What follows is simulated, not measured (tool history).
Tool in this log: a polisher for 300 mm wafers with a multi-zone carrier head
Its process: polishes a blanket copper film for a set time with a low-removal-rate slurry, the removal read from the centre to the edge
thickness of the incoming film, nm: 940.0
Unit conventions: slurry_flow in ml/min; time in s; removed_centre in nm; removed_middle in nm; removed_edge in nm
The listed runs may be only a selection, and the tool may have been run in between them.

| run | hour | slurry_flow | centre_zone | middle_zone | edge_zone | slurry_solids | time | removed_centre | removed_middle | removed_edge |
|---|---|---|---|---|---|---|---|---|---|---|
| 1 | 0.0 | 300 | 1.00 | 1.00 | 1.00 | 1.00 | 63 | 122.79 | 122.47 | 116.87 |
| 2 | 2.5 | 300 | 0.97 | 1.00 | 1.00 | 1.00 | 63 | 118.00 | 119.99 | 116.14 |
| 3 | 7.0 | 300 | 0.98 | 0.99 | 1.01 | 1.05 | 64 | 124.58 | 122.63 | 122.24 |
| 4 | 11.1 | 300 | 0.99 | 1.00 | 1.02 | 1.10 | 64 | 128.94 | 126.06 | 124.85 |
| 5 | 17.6 | 300 | 0.99 | 1.00 | 1.02 | 1.15 | 64 | 124.26 | 128.39 | 123.40 |
| 6 | 22.4 | 300 | 1.04 | 1.00 | 1.02 | 1.15 | 64 | 132.04 | 127.13 | 122.35 |
| 7 | 30.2 | 300 | 1.05 | 0.99 | 1.03 | 1.20 | 65 | 137.34 | 130.79 | 127.99 |
| 8 | 34.4 | 300 | 1.06 | 0.99 | 1.04 | 1.25 | 66 | 140.45 | 133.29 | 130.93 |
| 9 | 42.9 | 300 | 1.07 | 0.99 | 1.05 | 1.30 | 67 | 146.41 | 136.33 | 136.40 |
| 10 | 49.7 | 300 | 1.08 | 0.99 | 1.06 | 1.30 | 67 | 147.82 | 137.08 | 137.50 |

What will run 11 give?
| 11 | 51.8 | 300 | 1.09 | 0.99 | 1.07 | 1.30 | 67 | ? | ? | ? |

removed_centre: 150.91 nm
removed_middle: 137.01 nm
removed_edge: 137.23 nm
